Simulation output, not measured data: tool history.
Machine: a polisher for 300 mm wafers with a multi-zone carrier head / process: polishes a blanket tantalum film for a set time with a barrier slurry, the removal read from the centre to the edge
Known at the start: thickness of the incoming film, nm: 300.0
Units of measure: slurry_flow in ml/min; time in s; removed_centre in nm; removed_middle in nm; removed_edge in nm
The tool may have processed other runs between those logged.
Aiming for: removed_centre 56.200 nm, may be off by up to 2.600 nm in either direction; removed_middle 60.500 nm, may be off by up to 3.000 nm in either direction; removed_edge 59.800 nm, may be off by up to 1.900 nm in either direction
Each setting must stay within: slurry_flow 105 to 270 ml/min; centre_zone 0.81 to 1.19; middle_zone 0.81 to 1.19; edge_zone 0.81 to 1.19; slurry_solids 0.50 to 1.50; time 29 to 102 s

run	hour	slurry_flow	centre_zone	middle_zone	edge_zone	slurry_solids	time	removed_centre	removed_middle	removed_edge
1	0.0	175	1.00	1.00	1.00	1.00	65	94.362	94.500	92.988
2	1.6	175	1.00	1.00	0.92	1.00	65	94.754	94.877	89.918
3	6.0	175	1.00	0.93	0.92	1.00	65	96.190	89.187	89.496
4	7.8	175	1.00	0.93	0.92	1.00	54	79.231	72.770	74.507
5	12.0	170	0.98	0.93	0.91	0.90	54	74.305	69.921	70.192
6	16.8	170	0.98	0.93	0.85	0.90	54	73.842	69.154	68.021
7	24.8	165	0.96	0.93	0.85	0.85	54	69.640	67.201	65.929
8	32.5	160	0.94	0.93	0.84	0.85	54	66.989	70.095	66.155
9	33.2	155	0.93	0.91	0.84	0.80	54	64.809	64.903	64.777
10	34.3	135	0.85	0.94	0.81	0.65	53	50.027	55.991	53.949
11	39.4	145	0.85	0.94	0.82	0.65	53	51.621	57.147	54.175
12	43.7	145	0.85	0.94	0.83	0.65	53	52.201	57.346	54.796
13	49.5	145	0.85	0.94	0.84	0.65	53	51.532	55.150	55.293
14	53.8	190	0.87	0.99	0.88	0.75	53	59.177	66.387	63.180
15	55.9	185	0.87	0.98	0.88	0.75	53	58.825	68.723	63.885
16	61.7	180	0.87	0.97	0.88	0.75	53	58.842	65.821	62.732

Next run, 4 choices. One meets every target within its allowed miss, the rest don't. Which?
A	67.5	170	0.81	0.99	0.83	0.90	50	?	?	?
B	67.5	180	0.82	0.97	0.96	0.65	52	?	?	?
C	67.5	180	0.93	1.00	0.83	0.75	47	?	?	?
D	67.5	195	0.93	1.03	1.06	0.70	48	?	?	?

move	removed_centre	removed_middle	removed_edge
A	55.571	70.255	62.466
B	50.234	61.576	59.392
C	55.881	61.860	54.412
D	55.839	63.246	60.625
A: the biggest miss grows against the last run
B: brings the last run's worst result on target, with another outside its allowed miss
C: brings the last run's worst result on target, with another outside its allowed miss
D: in spec on every target
Answer: D
